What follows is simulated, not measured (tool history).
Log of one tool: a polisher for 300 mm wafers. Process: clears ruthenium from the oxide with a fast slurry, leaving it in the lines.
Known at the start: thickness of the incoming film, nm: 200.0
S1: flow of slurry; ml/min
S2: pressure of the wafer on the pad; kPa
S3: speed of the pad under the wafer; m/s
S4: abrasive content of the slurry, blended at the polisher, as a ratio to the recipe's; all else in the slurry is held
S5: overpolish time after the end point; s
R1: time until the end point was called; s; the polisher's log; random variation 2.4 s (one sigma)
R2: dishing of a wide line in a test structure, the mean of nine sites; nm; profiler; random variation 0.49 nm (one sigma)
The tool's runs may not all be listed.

| run | hour | S1 | S2 | S3 | S4 | S5 | R1 | R2 |
|---|---|---|---|---|---|---|---|---|
| 1 | 0 | 260 | 12.4 | 1 | 1 | 19 | 80.281 | 44.026 |
| 2 | 0.8 | 260 | 11 | 1 | 1 | 20 | 87.439 | 41.313 |
| 3 | 2 | 260 | 9.7 | 0.98 | 1 | 22 | 101.53 | 40.567 |
| 4 | 8.1 | 260 | 9 | 0.98 | 1 | 22 | 108.12 | 36.894 |
| 5 | 15.1 | 260 | 9 | 1.12 | 1 | 22 | 95.242 | 39.962 |
| 6 | 17.2 | 260 | 9 | 1.12 | 0.85 | 22 | 106.44 | 38.172 |

Run 7 comes next. What will it give?
| 7 | 19.2 | 260 | 8.3 | 1.1 | 0.85 | 23 | ? | ? |

Run 7 gave R1 117.25 s, R2 35.865 nm.
